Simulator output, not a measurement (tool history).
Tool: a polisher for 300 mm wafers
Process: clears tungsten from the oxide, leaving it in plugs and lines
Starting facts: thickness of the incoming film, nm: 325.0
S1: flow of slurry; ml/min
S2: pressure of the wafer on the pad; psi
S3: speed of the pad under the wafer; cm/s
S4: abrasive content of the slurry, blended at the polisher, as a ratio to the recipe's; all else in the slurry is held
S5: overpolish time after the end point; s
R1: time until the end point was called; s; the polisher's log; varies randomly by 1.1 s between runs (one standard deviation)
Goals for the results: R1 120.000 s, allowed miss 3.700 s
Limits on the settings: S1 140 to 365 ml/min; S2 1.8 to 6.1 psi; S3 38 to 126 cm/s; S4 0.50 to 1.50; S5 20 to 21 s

Run 1, hour 0.0: S1 235 ml/min, S2 3.9 psi, S3 82 cm/s, S4 1.00, S5 20 s. Result: R1 73.097 s.
Run 2, hour 3.5: S1 235 ml/min, S2 4.9 psi, S3 82 cm/s, S4 1.00, S5 20 s. Result: R1 58.292 s.
Run 3, hour 5.3: S1 235 ml/min, S2 4.9 psi, S3 82 cm/s, S4 1.00, S5 20 s. Result: R1 57.352 s.
Run 4, hour 13.0: S1 235 ml/min, S2 4.2 psi, S3 82 cm/s, S4 1.00, S5 20 s. Result: R1 67.519 s.
Run 5, hour 20.6: S1 235 ml/min, S2 3.6 psi, S3 82 cm/s, S4 1.00, S5 20 s. Result: R1 78.015 s.
Run 6, hour 26.5: S1 195 ml/min, S2 3.6 psi, S3 82 cm/s, S4 1.00, S5 20 s. Result: R1 80.209 s.
Run 7, hour 28.7: S1 195 ml/min, S2 3.2 psi, S3 82 cm/s, S4 1.00, S5 20 s. Result: R1 90.198 s.
Run 8, hour 37.4: S1 190 ml/min, S2 2.9 psi, S3 82 cm/s, S4 1.00, S5 20 s. Result: R1 98.412 s.
Run 9, hour 38.5: S1 185 ml/min, S2 2.7 psi, S3 82 cm/s, S4 1.00, S5 20 s. Result: R1 106.920 s.
Run 10, hour 44.5: S1 185 ml/min, S2 2.7 psi, S3 82 cm/s, S4 1.00, S5 20 s. Result: R1 107.490 s.
Run 11, hour 45.2: S1 180 ml/min, S2 2.6 psi, S3 82 cm/s, S4 1.00, S5 20 s. Result: R1 112.050 s.

5 candidate next runs follow, results not yet known. Just one meets every target within its allowed miss. Identify it.
Run A, hour 45.9: S1 190 ml/min, S2 2.9 psi, S3 66 cm/s, S4 1.10, S5 20 s. Result: R1 ?.
Run B, hour 45.9: S1 165 ml/min, S2 3.1 psi, S3 74 cm/s, S4 1.05, S5 21 s. Result: R1 ?.
Run C, hour 45.9: S1 205 ml/min, S2 2.8 psi, S3 82 cm/s, S4 0.90, S5 20 s. Result: R1 ?.
Run D, hour 45.9: S1 175 ml/min, S2 2.7 psi, S3 90 cm/s, S4 0.85, S5 20 s. Result: R1 ?.
Run E, hour 45.9: S1 235 ml/min, S2 2.8 psi, S3 78 cm/s, S4 1.05, S5 21 s. Result: R1 ?.

move       R1
   A  120.720
   B  105.170
   C  105.230
   D  103.580
   E  104.360
A: all results land within tolerance of their targets
B: the biggest miss grows against the last run
C: the biggest miss grows against the last run
D: the biggest miss grows against the last run
E: the biggest miss grows against the last run
The move that meets every target is A.
